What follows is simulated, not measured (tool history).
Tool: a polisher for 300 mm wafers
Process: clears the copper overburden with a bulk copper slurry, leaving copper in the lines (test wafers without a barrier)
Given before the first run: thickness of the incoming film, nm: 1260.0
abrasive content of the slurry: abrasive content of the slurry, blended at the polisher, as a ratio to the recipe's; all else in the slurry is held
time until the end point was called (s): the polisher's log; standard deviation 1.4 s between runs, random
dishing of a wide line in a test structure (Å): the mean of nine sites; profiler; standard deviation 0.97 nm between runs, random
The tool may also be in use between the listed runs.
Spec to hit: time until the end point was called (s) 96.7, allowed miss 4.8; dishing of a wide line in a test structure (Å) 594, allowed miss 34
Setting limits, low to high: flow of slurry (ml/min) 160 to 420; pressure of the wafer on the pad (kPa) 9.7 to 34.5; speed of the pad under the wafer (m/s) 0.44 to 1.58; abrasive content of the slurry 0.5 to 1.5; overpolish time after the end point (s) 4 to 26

run	day	flow of slurry (ml/min)	pressure of the wafer on the pad (kPa)	speed of the pad under the wafer (m/s)	abrasive content of the slurry	overpolish time after the end point (s)	time until the end point was called (s)	dishing of a wide line in a test structure (Å)
1	0	270	22.1	1	1	13	120.87	803.22
2	0.258	270	22.1	1	1.15	13	117.92	811.28
3	0.504	270	22.1	1	1.3	13	114.05	819.79
4	0.562	270	22.1	0.88	1.3	13	126.6	756.68
5	0.621	210	22.1	0.88	1.3	13	133.46	735.11
6	0.712	230	23.4	0.88	1.3	10	126.5	632.7
7	0.854	250	24.8	0.88	1.3	9	121.76	605.61
8	1.146	255	26.9	0.88	1.3	8	112.04	572.38
9	1.417	255	27.6	0.88	1.3	8	113.04	599.11
10	1.525	255	27.6	0.88	1.3	8	113.71	596.94
11	1.788	260	29	0.88	1.3	7	108.92	554.21
12	2.158	260	29.6	0.88	1.3	7	106.78	553.55
13	2.438	260	30.3	0.88	1.3	7	103.14	582.23
14	2.704	260	31	0.88	1.3	7	102.53	555.94
15	2.754	260	31.7	0.9	1.3	8	100.43	656.87
16	2.992	265	31.7	0.9	1.3	8	99.191	646.51

Pick the move, out of 5, that brings all results within their allowed miss; only one does.
A	3.229	250	31.7	0.86	1.35	10	?	?
B	3.229	320	34.5	0.82	1.5	9	?	?
C	3.229	260	32.4	0.94	1.2	9	?	?
D	3.229	250	29.6	0.96	1.5	9	?	?
E	3.229	300	29.6	0.96	1.35	7	?	?

move	time until the end point was called (s)	dishing of a wide line in a test structure (Å)
A	104.32	762.99
B	97.394	747.68
C	96.068	751.85
D	96.013	747.46
E	95.608	623.18
A: misses by more than the last run did
B: misses by more than the last run did
C: misses by more than the last run did
D: misses by more than the last run did
E: all results land within tolerance of their targets
Move E is the one to make.
